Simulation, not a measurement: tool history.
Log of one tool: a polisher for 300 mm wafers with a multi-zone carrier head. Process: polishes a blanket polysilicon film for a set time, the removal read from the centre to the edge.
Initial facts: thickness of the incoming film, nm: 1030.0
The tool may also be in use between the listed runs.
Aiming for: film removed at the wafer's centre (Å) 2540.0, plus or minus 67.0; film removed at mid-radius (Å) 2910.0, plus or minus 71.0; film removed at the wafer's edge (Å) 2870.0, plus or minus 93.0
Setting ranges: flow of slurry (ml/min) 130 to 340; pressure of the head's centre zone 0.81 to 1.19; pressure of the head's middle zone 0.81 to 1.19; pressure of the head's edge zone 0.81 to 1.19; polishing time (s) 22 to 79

run  hour  flow of slurry (ml/min)  pressure of the head's centre zone  pressure of the head's middle zone  pressure of the head's edge zone  polishing time (s)  film removed at the wafer's centre (Å)  film removed at mid-radius (Å)  film removed at the wafer's edge (Å)
  1   0.0                      220                                1.00                                1.00                              1.00                  50                                  2955.3                          3005.9                                3091.2
  2   1.6                      210                                0.98                                1.00                              0.99                  50                                  2827.6                          2948.1                                3048.8
  3   9.7                      250                                0.98                                1.00                              0.99                  50                                  2921.6                          3083.4                                3156.1
  4  14.2                      235                                0.97                                1.01                              0.98                  50                                  2912.4                          3070.4                                3067.5
  5  19.6                      235                                0.97                                1.01                              0.98                  41                                  2388.5                          2490.4                                2563.1
  6  28.6                      250                                0.97                                1.03                              1.00                  41                                  2383.7                          2571.1                                2561.4
  7  35.5                      260                                0.97                                1.03                              1.02                  42                                  2456.3                          2637.5                                2669.6
  8  39.5                      270                                0.97                                1.04                              1.03                  42                                  2486.0                          2695.8                                2716.6
  9  42.4                      280                                0.97                                1.05                              1.04                  42                                  2487.4                          2709.0                                2734.0

Exercise: of the 5 proposed moves below, exactly one satisfies all targets within the stated allowed misses. Which move is it?
  A  45.3                      235                                0.99                                1.16                              0.94                  43                                       ?                               ?                                     ?
  B  45.3                      250                                0.91                                0.95                              1.03                  43                                       ?                               ?                                     ?
  C  45.3                      240                                1.06                                0.95                              1.05                  41                                       ?                               ?                                     ?
  D  45.3                      260                                0.95                                1.08                              1.05                  44                                       ?                               ?                                     ?
  E  45.3                      270                                0.98                                1.15                              0.96                  42                                       ?                               ?                                     ?

move  film removed at the wafer's centre (Å)  film removed at mid-radius (Å)  film removed at the wafer's edge (Å)
   A                                  2523.9                          2977.4                                2568.3
   B                                  2335.7                          2533.3                                2707.4
   C                                  2582.2                          2400.9                                2595.7
   D                                  2511.7                          2902.5                                2802.0
   E                                  2487.2                          2936.8                                2567.4
A: puts the biggest miss on target and leaves a different result outside tolerance
B: further off than the last run
C: further off than the last run
D: hits every target within its allowed miss
E: puts the biggest miss on target and leaves a different result outside tolerance
Answer: D

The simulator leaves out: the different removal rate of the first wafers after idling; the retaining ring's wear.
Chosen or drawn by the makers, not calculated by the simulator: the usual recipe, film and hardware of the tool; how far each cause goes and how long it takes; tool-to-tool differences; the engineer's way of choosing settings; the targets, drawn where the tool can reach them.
